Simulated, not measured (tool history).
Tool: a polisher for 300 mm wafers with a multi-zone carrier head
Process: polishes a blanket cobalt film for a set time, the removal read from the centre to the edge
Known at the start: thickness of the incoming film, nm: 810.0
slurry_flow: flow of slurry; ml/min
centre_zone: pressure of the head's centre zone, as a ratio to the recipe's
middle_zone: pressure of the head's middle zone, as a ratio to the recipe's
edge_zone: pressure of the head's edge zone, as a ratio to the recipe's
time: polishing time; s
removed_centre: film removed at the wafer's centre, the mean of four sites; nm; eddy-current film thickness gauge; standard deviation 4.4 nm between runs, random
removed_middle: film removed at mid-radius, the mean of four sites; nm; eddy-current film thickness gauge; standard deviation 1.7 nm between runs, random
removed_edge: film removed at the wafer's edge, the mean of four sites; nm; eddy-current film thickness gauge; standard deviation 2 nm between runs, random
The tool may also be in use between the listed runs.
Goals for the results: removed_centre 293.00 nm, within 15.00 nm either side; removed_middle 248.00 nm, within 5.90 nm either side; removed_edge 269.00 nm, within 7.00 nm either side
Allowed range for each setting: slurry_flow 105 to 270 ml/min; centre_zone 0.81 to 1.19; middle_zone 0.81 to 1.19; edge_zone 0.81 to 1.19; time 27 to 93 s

Run 1, hour 0.0: slurry_flow 175 ml/min, centre_zone 1.00, middle_zone 1.00, edge_zone 1.00, time 59 s. Result: removed_centre 215.71 nm, removed_middle 219.72 nm, removed_edge 216.13 nm.
Run 2, hour 6.5: slurry_flow 140 ml/min, centre_zone 1.00, middle_zone 1.00, edge_zone 1.00, time 59 s. Result: removed_centre 201.76 nm, removed_middle 208.36 nm, removed_edge 210.59 nm.
Run 3, hour 9.3: slurry_flow 140 ml/min, centre_zone 1.00, middle_zone 1.00, edge_zone 1.05, time 59 s. Result: removed_centre 199.49 nm, removed_middle 206.19 nm, removed_edge 215.43 nm.
Run 4, hour 14.3: slurry_flow 155 ml/min, centre_zone 1.02, middle_zone 1.00, edge_zone 1.07, time 60 s. Result: removed_centre 218.03 nm, removed_middle 216.50 nm, removed_edge 224.80 nm.
Run 5, hour 19.0: slurry_flow 170 ml/min, centre_zone 1.03, middle_zone 0.99, edge_zone 1.09, time 60 s. Result: removed_centre 222.32 nm, removed_middle 217.96 nm, removed_edge 224.35 nm.
Run 6, hour 23.0: slurry_flow 170 ml/min, centre_zone 1.07, middle_zone 0.99, edge_zone 1.09, time 60 s. Result: removed_centre 226.88 nm, removed_middle 217.56 nm, removed_edge 224.93 nm.
Run 7, hour 28.5: slurry_flow 180 ml/min, centre_zone 1.08, middle_zone 0.98, edge_zone 1.10, time 61 s. Result: removed_centre 238.88 nm, removed_middle 221.58 nm, removed_edge 234.53 nm.
Run 8, hour 37.3: slurry_flow 230 ml/min, centre_zone 1.17, middle_zone 1.02, edge_zone 1.19, time 62 s. Result: removed_centre 278.79 nm, removed_middle 243.09 nm, removed_edge 254.49 nm.
Run 9, hour 41.7: slurry_flow 235 ml/min, centre_zone 1.17, middle_zone 1.01, edge_zone 1.19, time 62 s. Result: removed_centre 266.32 nm, removed_middle 238.74 nm, removed_edge 259.43 nm.
Run 10, hour 46.8: slurry_flow 230 ml/min, centre_zone 1.17, middle_zone 1.01, edge_zone 1.19, time 63 s. Result: removed_centre 271.81 nm, removed_middle 244.02 nm, removed_edge 260.00 nm.
Run 11, hour 54.0: slurry_flow 230 ml/min, centre_zone 1.17, middle_zone 1.00, edge_zone 1.18, time 64 s. Result: removed_centre 277.55 nm, removed_middle 245.04 nm, removed_edge 261.17 nm.

Next run, 4 choices. One meets every target within its allowed miss, the rest don't. Which?
Run A, hour 61.2: slurry_flow 205 ml/min, centre_zone 1.09, middle_zone 1.07, edge_zone 1.16, time 65 s. Result: removed_centre ?, removed_middle ?, removed_edge ?.
Run B, hour 61.2: slurry_flow 215 ml/min, centre_zone 1.19, middle_zone 1.02, edge_zone 1.12, time 65 s. Result: removed_centre ?, removed_middle ?, removed_edge ?.
Run C, hour 61.2: slurry_flow 230 ml/min, centre_zone 1.07, middle_zone 1.00, edge_zone 1.16, time 64 s. Result: removed_centre ?, removed_middle ?, removed_edge ?.
Run D, hour 61.2: slurry_flow 210 ml/min, centre_zone 1.18, middle_zone 0.99, edge_zone 1.19, time 66 s. Result: removed_centre ?, removed_middle ?, removed_edge ?.

move  removed_centre  removed_middle  removed_edge
   A          258.37          261.40        260.42
   B          283.07          252.63        257.64
   C          254.37          247.02        259.77
   D          283.97          249.26        268.68
A: the biggest miss grows against the last run
B: the biggest miss grows against the last run
C: the biggest miss grows against the last run
D: in spec on every target
Answer: D
